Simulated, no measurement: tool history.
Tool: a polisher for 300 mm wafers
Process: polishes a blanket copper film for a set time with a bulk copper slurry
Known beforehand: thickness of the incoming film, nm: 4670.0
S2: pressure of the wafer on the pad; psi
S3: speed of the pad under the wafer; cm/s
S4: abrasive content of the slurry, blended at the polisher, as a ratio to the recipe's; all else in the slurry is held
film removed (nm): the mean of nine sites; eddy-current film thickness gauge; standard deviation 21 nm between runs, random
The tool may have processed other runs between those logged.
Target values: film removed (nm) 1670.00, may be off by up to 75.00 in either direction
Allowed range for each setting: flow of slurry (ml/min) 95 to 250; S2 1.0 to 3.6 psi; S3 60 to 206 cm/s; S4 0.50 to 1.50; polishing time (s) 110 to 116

Run 1, hour 0.0: flow of slurry (ml/min) 160, S2 2.3 psi, S3 132 cm/s, S4 1.00, polishing time (s) 110. Result: film removed (nm) 1070.80.
Run 2, hour 6.0: flow of slurry (ml/min) 160, S2 2.1 psi, S3 132 cm/s, S4 1.00, polishing time (s) 110. Result: film removed (nm) 1003.60.
Run 3, hour 10.6: flow of slurry (ml/min) 160, S2 2.1 psi, S3 132 cm/s, S4 1.00, polishing time (s) 116. Result: film removed (nm) 1073.90.
Run 4, hour 15.9: flow of slurry (ml/min) 160, S2 2.3 psi, S3 134 cm/s, S4 1.00, polishing time (s) 116. Result: film removed (nm) 1189.60.
Run 5, hour 16.6: flow of slurry (ml/min) 160, S2 2.3 psi, S3 114 cm/s, S4 1.00, polishing time (s) 116. Result: film removed (nm) 989.89.
Run 6, hour 25.5: flow of slurry (ml/min) 160, S2 2.6 psi, S3 116 cm/s, S4 1.00, polishing time (s) 116. Result: film removed (nm) 1127.10.
Run 7, hour 30.4: flow of slurry (ml/min) 160, S2 2.8 psi, S3 116 cm/s, S4 1.00, polishing time (s) 116. Result: film removed (nm) 1221.70.
Run 8, hour 31.0: flow of slurry (ml/min) 160, S2 3.0 psi, S3 116 cm/s, S4 1.00, polishing time (s) 116. Result: film removed (nm) 1227.80.
Run 9, hour 34.7: flow of slurry (ml/min) 160, S2 3.1 psi, S3 120 cm/s, S4 1.00, polishing time (s) 116. Result: film removed (nm) 1336.40.
Run 10, hour 36.3: flow of slurry (ml/min) 160, S2 3.2 psi, S3 122 cm/s, S4 1.00, polishing time (s) 116. Result: film removed (nm) 1424.70.
Run 11, hour 39.1: flow of slurry (ml/min) 160, S2 3.3 psi, S3 122 cm/s, S4 1.00, polishing time (s) 116. Result: film removed (nm) 1419.60.
Run 12, hour 46.0: flow of slurry (ml/min) 160, S2 3.4 psi, S3 124 cm/s, S4 1.00, polishing time (s) 116. Result: film removed (nm) 1504.20.
Run 13, hour 49.0: flow of slurry (ml/min) 160, S2 3.4 psi, S3 126 cm/s, S4 1.00, polishing time (s) 116. Result: film removed (nm) 1490.00.
Run 14, hour 54.4: flow of slurry (ml/min) 160, S2 3.4 psi, S3 128 cm/s, S4 1.00, polishing time (s) 116. Result: film removed (nm) 1547.20.

Pick the move, out of 5, that brings all results within their allowed miss; only one does.
Run A, hour 59.8: flow of slurry (ml/min) 195, S2 3.4 psi, S3 116 cm/s, S4 1.10, polishing time (s) 116. Result: film removed (nm) ?.
Run B, hour 59.8: flow of slurry (ml/min) 155, S2 3.6 psi, S3 112 cm/s, S4 0.80, polishing time (s) 116. Result: film removed (nm) ?.
Run C, hour 59.8: flow of slurry (ml/min) 160, S2 3.5 psi, S3 144 cm/s, S4 1.10, polishing time (s) 110. Result: film removed (nm) ?.
Run D, hour 59.8: flow of slurry (ml/min) 130, S2 3.2 psi, S3 134 cm/s, S4 1.10, polishing time (s) 110. Result: film removed (nm) ?.
Run E, hour 59.8: flow of slurry (ml/min) 145, S2 3.6 psi, S3 118 cm/s, S4 1.15, polishing time (s) 116. Result: film removed (nm) ?.

move  film removed (nm)
   A            1410.70
   B            1334.00
   C            1649.90
   D            1392.60
   E            1458.70
A: its largest miss is bigger than the last run's
B: its largest miss is bigger than the last run's
C: hits every target within its allowed miss
D: its largest miss is bigger than the last run's
E: its largest miss is bigger than the last run's
Correct choice: C, which meets every target
